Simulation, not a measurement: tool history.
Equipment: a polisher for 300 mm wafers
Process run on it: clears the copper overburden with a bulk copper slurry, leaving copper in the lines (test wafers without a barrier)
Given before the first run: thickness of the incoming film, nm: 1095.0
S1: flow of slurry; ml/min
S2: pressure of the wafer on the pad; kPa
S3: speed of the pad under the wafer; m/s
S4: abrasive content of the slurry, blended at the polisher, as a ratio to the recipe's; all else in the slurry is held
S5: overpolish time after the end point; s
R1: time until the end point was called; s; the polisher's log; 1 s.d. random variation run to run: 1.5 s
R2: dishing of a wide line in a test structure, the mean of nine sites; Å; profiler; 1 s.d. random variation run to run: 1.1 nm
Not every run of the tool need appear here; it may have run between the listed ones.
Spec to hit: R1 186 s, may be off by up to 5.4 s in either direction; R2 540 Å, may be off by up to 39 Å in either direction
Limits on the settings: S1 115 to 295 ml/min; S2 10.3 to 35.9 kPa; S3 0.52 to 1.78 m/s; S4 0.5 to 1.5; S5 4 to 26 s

run 1 hour=0 | S1=190 S2=22.8 S3=1.14 S4=1 S5=13 | R1=110.27 R2=622.62
run 2 hour=4.3 | S1=185 S2=20.7 S3=1.14 S4=1 S5=14 | R1=122.11 R2=637.36
run 3 hour=10.6 | S1=180 S2=18.6 S3=1.14 S4=1 S5=14 | R1=131.96 R2=580.38
run 4 hour=12 | S1=180 S2=18.6 S3=1.42 S4=1 S5=14 | R1=107.89 R2=662.79
run 5 hour=17.4 | S1=180 S2=18.6 S3=1.32 S4=1 S5=14 | R1=115.25 R2=642.49
run 6 hour=19.6 | S1=180 S2=17.2 S3=1.28 S4=1 S5=15 | R1=129.09 R2=620.15
run 7 hour=26 | S1=180 S2=15.9 S3=1.28 S4=1 S5=15 | R1=138.84 R2=578.53
run 8 hour=34.8 | S1=180 S2=14.5 S3=1.28 S4=1 S5=16 | R1=152.31 R2=566.3
run 9 hour=38.8 | S1=180 S2=13.8 S3=1.28 S4=1 S5=16 | R1=160.5 R2=550.44
run 10 hour=41.5 | S1=180 S2=13.1 S3=1.28 S4=1 S5=16 | R1=168.62 R2=520.89
run 11 hour=49.5 | S1=180 S2=12.4 S3=1.28 S4=1 S5=17 | R1=176.3 R2=541.24

Which single option among these 5 for the next run brings every result within its allowed miss of target? Just one does.
run A hour=57.5 | S1=210 S2=13.1 S3=1.32 S4=1 S5=16 | R1=? R2=?
run B hour=57.5 | S1=190 S2=13.8 S3=1.08 S4=1 S5=18 | R1=? R2=?
run C hour=57.5 | S1=140 S2=13.8 S3=1.22 S4=1 S5=19 | R1=? R2=?
run D hour=57.5 | S1=215 S2=14.5 S3=1.18 S4=0.85 S5=17 | R1=? R2=?
run E hour=57.5 | S1=195 S2=12.4 S3=1.26 S4=0.9 S5=14 | R1=? R2=?

move=A R1=158.46 R2=563.93
move=B R1=185.83 R2=552.66
move=C R1=173.33 R2=594.6
move=D R1=168.29 R2=569.46
move=E R1=181.88 R2=472.42
A: further off than the last run
B: all results in spec
C: further off than the last run
D: further off than the last run
E: corrects the largest miss of the last run, while another result sits out of spec
B meets every target.
